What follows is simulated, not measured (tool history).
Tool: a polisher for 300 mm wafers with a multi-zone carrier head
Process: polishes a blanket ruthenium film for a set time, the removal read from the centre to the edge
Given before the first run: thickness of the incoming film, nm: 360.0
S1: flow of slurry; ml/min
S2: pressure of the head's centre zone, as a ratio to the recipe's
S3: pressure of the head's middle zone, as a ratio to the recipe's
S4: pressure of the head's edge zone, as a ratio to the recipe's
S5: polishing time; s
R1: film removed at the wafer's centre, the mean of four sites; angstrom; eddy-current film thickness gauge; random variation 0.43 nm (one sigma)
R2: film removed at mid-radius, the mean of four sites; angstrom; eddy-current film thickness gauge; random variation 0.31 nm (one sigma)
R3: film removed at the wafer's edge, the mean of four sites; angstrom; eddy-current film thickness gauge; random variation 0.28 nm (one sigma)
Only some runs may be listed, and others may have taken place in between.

run 1 hour=0 | S1=200 S2=1 S3=1 S4=1 S5=89 | R1=893.39 R2=850.66 R3=850.86
run 2 hour=7.7 | S1=190 S2=0.97 S3=0.99 S4=0.95 S5=73 | R1=697.36 R2=688.11 R3=667.3
run 3 hour=14.4 | S1=190 S2=1.04 S3=0.99 S4=0.95 S5=73 | R1=743.11 R2=696.85 R3=678.49
run 4 hour=15.3 | S1=190 S2=1.04 S3=0.99 S4=0.95 S5=58 | R1=586.85 R2=542.4 R3=534.14
run 5 hour=17 | S1=180 S2=0.99 S3=0.98 S4=0.92 S5=55 | R1=532.28 R2=511.34 R3=491.87
run 6 hour=24.6 | S1=180 S2=0.99 S3=0.98 S4=0.92 S5=41 | R1=398.87 R2=381.69 R3=368.01
run 7 hour=26.2 | S1=200 S2=1.01 S3=1.04 S4=0.99 S5=42 | R1=426.63 R2=415.1 R3=403.8
run 8 hour=31.2 | S1=220 S2=1.01 S3=1.08 S4=1.02 S5=43 | R1=433.6 R2=442.54 R3=419.95

Run 9 comes next. What will it give?
run 9 hour=39.3 | S1=240 S2=1.01 S3=1.09 S4=1.03 S5=43 | R1=? R2=? R3=?

R1: 446.67 angstrom
R2: 455.4 angstrom
R3: 426.56 angstrom
